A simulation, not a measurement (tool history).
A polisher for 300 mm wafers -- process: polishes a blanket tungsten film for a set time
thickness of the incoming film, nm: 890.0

run    day  flow of slurry (ml/min)  pressure of the wafer on the pad (kPa)  speed of the pad under the wafer (m/s)  abrasive content of the slurry  polishing time (s)  film removed (nm)
  1  0.000                      150                                    25.5                                    0.88                             1.0                  98             385.40
  2  0.304                      150                                    25.5                                    0.88                             1.0                 103             399.13
  3  0.596                      150                                    23.4                                    0.86                             1.0                 103             362.89
  4  0.633                      150                                    23.4                                    0.68                             1.0                 103             282.44
  5  0.992                      150                                    23.4                                    0.88                             1.0                 103             363.36
  6  1.250                      150                                    22.1                                    0.88                             1.0                 103             352.39
  7  1.329                      150                                    20.7                                    0.86                             1.0                 103             319.01
  8  1.575                      150                                    19.3                                    0.86                             1.0                 103             291.86
  9  1.842                      150                                    18.6                                    0.86                             1.0                 103             278.01

What will run 10 give?
 10  2.071                      150                                    17.9                                    0.86                             1.0                 103                  ?

Run 10 gave film removed (nm) 275.47.

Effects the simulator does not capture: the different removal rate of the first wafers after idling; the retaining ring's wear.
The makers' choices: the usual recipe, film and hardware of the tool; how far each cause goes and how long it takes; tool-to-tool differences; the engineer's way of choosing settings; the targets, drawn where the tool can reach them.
